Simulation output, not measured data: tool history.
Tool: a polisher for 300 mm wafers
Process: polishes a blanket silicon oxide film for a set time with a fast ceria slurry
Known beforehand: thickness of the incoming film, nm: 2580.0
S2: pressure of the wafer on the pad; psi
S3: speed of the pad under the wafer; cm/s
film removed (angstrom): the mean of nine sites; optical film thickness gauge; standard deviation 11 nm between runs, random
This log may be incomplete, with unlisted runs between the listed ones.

Run 1, hour 0.0: flow of slurry (ml/min) 190, S2 3.4 psi, S3 122 cm/s, polishing time (s) 56. Result: film removed (angstrom) 13988.0.
Run 2, hour 8.0: flow of slurry (ml/min) 190, S2 3.4 psi, S3 122 cm/s, polishing time (s) 59. Result: film removed (angstrom) 14886.0.
Run 3, hour 11.7: flow of slurry (ml/min) 175, S2 3.4 psi, S3 122 cm/s, polishing time (s) 59. Result: film removed (angstrom) 14383.0.
Run 4, hour 17.9: flow of slurry (ml/min) 175, S2 3.4 psi, S3 122 cm/s, polishing time (s) 56. Result: film removed (angstrom) 13623.0.
Run 5, hour 19.8: flow of slurry (ml/min) 135, S2 3.4 psi, S3 122 cm/s, polishing time (s) 56. Result: film removed (angstrom) 13267.0.
At hour 21.3: slurry nozzle cleaned.
Run 6, hour 21.3: flow of slurry (ml/min) 135, S2 3.2 psi, S3 122 cm/s, polishing time (s) 56. Result: film removed (angstrom) 12955.0.
Run 7, hour 25.7: flow of slurry (ml/min) 135, S2 3.2 psi, S3 122 cm/s, polishing time (s) 56. Result: film removed (angstrom) 13004.0.

Run 8, settings as shown, results not yet in. Your forecast:
Run 8, hour 29.8: flow of slurry (ml/min) 135, S2 2.2 psi, S3 116 cm/s, polishing time (s) 56. Result: film removed (angstrom) ?.

film removed (angstrom): 9067.1
